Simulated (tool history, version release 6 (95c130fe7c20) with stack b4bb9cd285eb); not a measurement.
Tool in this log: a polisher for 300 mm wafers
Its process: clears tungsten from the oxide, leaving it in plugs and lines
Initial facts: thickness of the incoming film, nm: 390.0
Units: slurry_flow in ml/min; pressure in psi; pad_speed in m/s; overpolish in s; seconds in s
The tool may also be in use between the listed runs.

{"run": 1, "hour": 0.0, "slurry_flow": 210, "pressure": 3.8, "pad_speed": 1.06, "slurry_solids": 1, "overpolish": 4, "seconds": 84.445}
{"run": 2, "hour": 5.4, "slurry_flow": 190, "pressure": 3.8, "pad_speed": 1.06, "slurry_solids": 1, "overpolish": 4, "seconds": 84.915}
{"run": 3, "hour": 7.3, "slurry_flow": 190, "pressure": 4.1, "pad_speed": 1.06, "slurry_solids": 1, "overpolish": 4, "seconds": 79.133}
{"run": 4, "hour": 11.9, "slurry_flow": 220, "pressure": 4.1, "pad_speed": 1.06, "slurry_solids": 1, "overpolish": 4, "seconds": 77.962}
{"run": 5, "hour": 14.4, "slurry_flow": 220, "pressure": 4.3, "pad_speed": 1.06, "slurry_solids": 1, "overpolish": 4, "seconds": 75.072}
{"run": 6, "hour": 22.2, "slurry_flow": 220, "pressure": 4.5, "pad_speed": 1.06, "slurry_solids": 1, "overpolish": 4, "seconds": 72.202}
{"run": 7, "hour": 29.8, "slurry_flow": 220, "pressure": 4.6, "pad_speed": 1.06, "slurry_solids": 1, "overpolish": 4, "seconds": 70.876}

Run 8 is up next; what results do you expect?
{"run": 8, "hour": 38.9, "slurry_flow": 220, "pressure": 4.7, "pad_speed": 1.06, "slurry_solids": 1, "overpolish": 4, "seconds": "?"}

seconds: 69.674 s
